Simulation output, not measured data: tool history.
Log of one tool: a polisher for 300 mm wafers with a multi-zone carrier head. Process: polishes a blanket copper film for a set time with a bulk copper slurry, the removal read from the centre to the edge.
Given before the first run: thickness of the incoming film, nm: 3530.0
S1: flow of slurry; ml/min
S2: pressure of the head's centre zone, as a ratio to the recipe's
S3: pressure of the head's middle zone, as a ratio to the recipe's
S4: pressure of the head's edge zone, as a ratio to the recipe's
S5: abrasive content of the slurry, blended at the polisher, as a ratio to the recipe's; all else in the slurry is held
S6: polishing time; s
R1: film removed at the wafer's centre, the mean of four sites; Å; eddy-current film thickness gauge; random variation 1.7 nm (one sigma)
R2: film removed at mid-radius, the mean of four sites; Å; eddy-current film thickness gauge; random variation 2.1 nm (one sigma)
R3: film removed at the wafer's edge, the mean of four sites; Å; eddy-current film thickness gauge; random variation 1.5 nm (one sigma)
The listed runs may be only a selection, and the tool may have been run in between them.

run	day	S1	S2	S3	S4	S5	S6	R1	R2	R3
1	0	155	1	1	1	1	42	2644.3	2772.6	2685.1
2	0.046	155	1	1	1	0.85	42	2572.9	2640.6	2616.5
3	0.338	150	0.98	1	0.96	0.75	40	2308.7	2434.6	2386.6
4	0.642	120	0.98	1	0.96	0.75	40	2208.2	2311	2308.9
5	0.679	120	0.98	1	0.93	0.7	38	2065.2	2186.3	2165.8
6	0.862	120	1.02	1	0.93	0.7	38	2160.7	2183.3	2129.7
7	0.933	115	1.01	1	0.91	0.65	37	1983.6	2052.9	2039.9
8	1.075	125	1.03	1.02	0.82	0.5	35	1907	1934.3	1769.8

Run 9 has not been measured yet. What should we expect?
9	1.308	125	1.03	1.02	0.82	0.5	35	?	?	?

Run 9 produced R1 1889.8 Å, R2 1996.7 Å, R3 1779.3 Å.
